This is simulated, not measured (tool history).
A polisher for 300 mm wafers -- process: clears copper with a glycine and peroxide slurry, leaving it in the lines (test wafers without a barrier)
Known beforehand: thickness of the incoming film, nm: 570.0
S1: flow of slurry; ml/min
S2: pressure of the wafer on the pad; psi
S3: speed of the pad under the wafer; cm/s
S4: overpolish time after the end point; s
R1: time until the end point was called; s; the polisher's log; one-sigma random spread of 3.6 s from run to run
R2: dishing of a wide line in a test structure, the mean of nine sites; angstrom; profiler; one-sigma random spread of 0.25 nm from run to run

run  hour   S1   S2  S3  S4      R1      R2
  1   0.0  175  2.5  84  15  135.36  340.25
  2   5.3  175  2.2  82  15  149.46  319.55
  3  12.6  175  1.7  82  15  173.31  286.16
  4  14.0  175  1.6  80  15  175.13  273.59
  5  20.1  175  1.9  80  15  163.42  294.52
  6  22.4  175  1.7  76  15  181.24  273.50
  7  25.0  175  1.6  74  15  187.77  268.61

Predict the results of run 8:
  8  28.9  175  1.1  66  13   ?   ?

Run 8 produced R1 222.08 s, R2 196.27 angstrom.

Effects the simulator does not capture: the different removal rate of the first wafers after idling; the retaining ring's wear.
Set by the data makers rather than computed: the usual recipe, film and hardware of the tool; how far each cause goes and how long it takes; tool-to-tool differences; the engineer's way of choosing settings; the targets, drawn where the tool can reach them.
